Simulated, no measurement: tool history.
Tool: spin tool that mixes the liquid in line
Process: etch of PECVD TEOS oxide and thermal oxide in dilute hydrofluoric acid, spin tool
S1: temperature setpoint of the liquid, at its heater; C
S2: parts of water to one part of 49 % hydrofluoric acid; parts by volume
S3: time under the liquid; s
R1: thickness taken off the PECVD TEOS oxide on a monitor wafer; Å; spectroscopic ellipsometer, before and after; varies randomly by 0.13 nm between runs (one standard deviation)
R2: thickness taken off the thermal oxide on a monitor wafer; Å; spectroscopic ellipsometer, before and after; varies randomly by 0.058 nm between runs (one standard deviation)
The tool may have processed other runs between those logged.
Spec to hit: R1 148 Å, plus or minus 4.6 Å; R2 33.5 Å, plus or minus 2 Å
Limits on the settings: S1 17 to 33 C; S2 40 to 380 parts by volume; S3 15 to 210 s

run 1 hour=0 | S1=25 S2=210 S3=105 | R1=86.718 R2=19.41
run 2 hour=6 | S1=28 S2=210 S3=105 | R1=96.371 R2=22.183
run 3 hour=11.1 | S1=29 S2=195 S3=105 | R1=109 R2=25.002
run 4 hour=18.5 | S1=29 S2=265 S3=105 | R1=73.249 R2=16.626
run 5 hour=21.9 | S1=29 S2=320 S3=105 | R1=58.287 R2=13.373
run 6 hour=22.5 | S1=30 S2=265 S3=105 | R1=77.462 R2=17.305
run 7 hour=30.5 | S1=30.5 S2=225 S3=105 | R1=95.182 R2=22.04
run 8 hour=37.2 | S1=31.5 S2=145 S3=110 | R1=179.66 R2=40.994
run 9 hour=39 | S1=30 S2=145 S3=110 | R1=168.34 R2=38.431
run 10 hour=44.8 | S1=29 S2=145 S3=110 | R1=163.56 R2=36.998
run 11 hour=52.8 | S1=29 S2=145 S3=110 | R1=165.71 R2=37.54
run 12 hour=61.7 | S1=28 S2=145 S3=110 | R1=157.73 R2=36.631
run 13 hour=69.9 | S1=27.5 S2=145 S3=110 | R1=153.55 R2=34.427

Consider the 4 candidate settings below. Which is the only one whose results all fall within their allowed miss of target?
run A hour=78.1 | S1=18.5 S2=140 S3=150 | R1=? R2=?
run B hour=78.1 | S1=25.5 S2=120 S3=95 | R1=? R2=?
run C hour=78.1 | S1=28.5 S2=180 S3=130 | R1=? R2=?
run D hour=78.1 | S1=27.5 S2=170 S3=135 | R1=? R2=?

move=A R1=156.79 R2=34.763
move=B R1=156.26 R2=34.645
move=C R1=148.03 R2=32.821
move=D R1=158.93 R2=35.237
A: moves away from the targets compared with the last run
B: moves away from the targets compared with the last run
C: hits every target within its allowed miss
D: moves away from the targets compared with the last run
The right move is C.

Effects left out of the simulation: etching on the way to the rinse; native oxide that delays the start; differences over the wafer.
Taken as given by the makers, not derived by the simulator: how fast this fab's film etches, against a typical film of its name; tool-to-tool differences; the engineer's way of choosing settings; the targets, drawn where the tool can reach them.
